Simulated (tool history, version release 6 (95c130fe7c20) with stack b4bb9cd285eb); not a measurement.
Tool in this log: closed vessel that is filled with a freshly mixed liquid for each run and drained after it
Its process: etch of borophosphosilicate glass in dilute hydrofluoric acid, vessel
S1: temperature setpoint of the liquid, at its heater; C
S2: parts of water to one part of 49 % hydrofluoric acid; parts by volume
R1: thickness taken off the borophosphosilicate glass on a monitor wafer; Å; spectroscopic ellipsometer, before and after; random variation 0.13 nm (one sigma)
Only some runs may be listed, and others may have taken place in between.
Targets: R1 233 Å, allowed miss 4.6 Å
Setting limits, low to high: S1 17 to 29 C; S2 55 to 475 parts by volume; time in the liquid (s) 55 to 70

Run 1, day 0: S1 21 C, S2 265 parts by volume, time in the liquid (s) 70. Result: R1 91.953 Å.
Run 2, day 0.212: S1 23 C, S2 225 parts by volume, time in the liquid (s) 70. Result: R1 121.94 Å.
Run 3, day 0.492: S1 23 C, S2 225 parts by volume, time in the liquid (s) 70. Result: R1 121.67 Å.
Run 4, day 0.821: S1 23 C, S2 225 parts by volume, time in the liquid (s) 70. Result: R1 121.29 Å.
Run 5, day 1.029: S1 23 C, S2 315 parts by volume, time in the liquid (s) 70. Result: R1 78.699 Å.
Run 6, day 1.367: S1 23 C, S2 315 parts by volume, time in the liquid (s) 55. Result: R1 62.952 Å.
Run 7, day 1.754: S1 24.5 C, S2 255 parts by volume, time in the liquid (s) 55. Result: R1 86.181 Å.
Run 8, day 2.046: S1 24.5 C, S2 255 parts by volume, time in the liquid (s) 55. Result: R1 85.53 Å.
Run 9, day 2.133: S1 24.5 C, S2 200 parts by volume, time in the liquid (s) 55. Result: R1 116.79 Å.
Run 10, day 2.358: S1 24.5 C, S2 160 parts by volume, time in the liquid (s) 55. Result: R1 151.74 Å.
Run 11, day 2.483: S1 24.5 C, S2 140 parts by volume, time in the liquid (s) 55. Result: R1 177.13 Å.
Run 12, day 2.725: S1 24.5 C, S2 125 parts by volume, time in the liquid (s) 55. Result: R1 202.4 Å.
Run 13, day 2.933: S1 24.5 C, S2 120 parts by volume, time in the liquid (s) 55. Result: R1 211.7 Å.
Run 14, day 3.017: S1 24.5 C, S2 115 parts by volume, time in the liquid (s) 55. Result: R1 222.72 Å.

Pick the move, out of 5, that brings all results within their allowed miss; only one does.
Run A, day 3.1: S1 23.5 C, S2 120 parts by volume, time in the liquid (s) 65. Result: R1 ?.
Run B, day 3.1: S1 27.5 C, S2 145 parts by volume, time in the liquid (s) 70. Result: R1 ?.
Run C, day 3.1: S1 22 C, S2 120 parts by volume, time in the liquid (s) 70. Result: R1 ?.
Run D, day 3.1: S1 28 C, S2 130 parts by volume, time in the liquid (s) 60. Result: R1 ?.
Run E, day 3.1: S1 24.5 C, S2 120 parts by volume, time in the liquid (s) 60. Result: R1 ?.

move      R1
   A  242.63
   B  243.78
   C  246.41
   D  242.06
   E  232.79
A: takes the result that was furthest off past its target
B: takes the result that was furthest off past its target
C: takes the result that was furthest off past its target
D: takes the result that was furthest off past its target
E: meets every target
Go with E: it meets all targets.
